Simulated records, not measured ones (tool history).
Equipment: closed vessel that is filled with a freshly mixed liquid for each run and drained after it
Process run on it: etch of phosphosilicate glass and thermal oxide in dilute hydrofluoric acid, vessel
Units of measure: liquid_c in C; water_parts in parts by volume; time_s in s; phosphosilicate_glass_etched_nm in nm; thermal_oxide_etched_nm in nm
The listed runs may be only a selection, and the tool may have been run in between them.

| run | hour | liquid_c | water_parts | time_s | phosphosilicate_glass_etched_nm | thermal_oxide_etched_nm |
|---|---|---|---|---|---|---|
| 1 | 0 | 22 | 255 | 60 | 18.931 | 0.87182 |
| 2 | 4.2 | 22 | 205 | 60 | 24.363 | 1.118 |
| 3 | 5.6 | 20.5 | 240 | 60 | 19.221 | 0.86522 |
| 4 | 13.2 | 20.5 | 240 | 75 | 24.104 | 1.1072 |
| 5 | 14.6 | 19.5 | 275 | 75 | 19.511 | 0.89808 |
| 6 | 19.6 | 19.5 | 370 | 75 | 13.573 | 0.66042 |
| 7 | 21.8 | 19 | 375 | 75 | 13.015 | 0.57209 |
| 8 | 30.5 | 18.5 | 385 | 75 | 12.403 | 0.55133 |

Run 9 comes next. What will it give?
| 9 | 35.3 | 18.5 | 385 | 75 | ? | ? |

Run 9 yielded phosphosilicate_glass_etched_nm 12.378 nm, thermal_oxide_etched_nm 0.57756 nm.
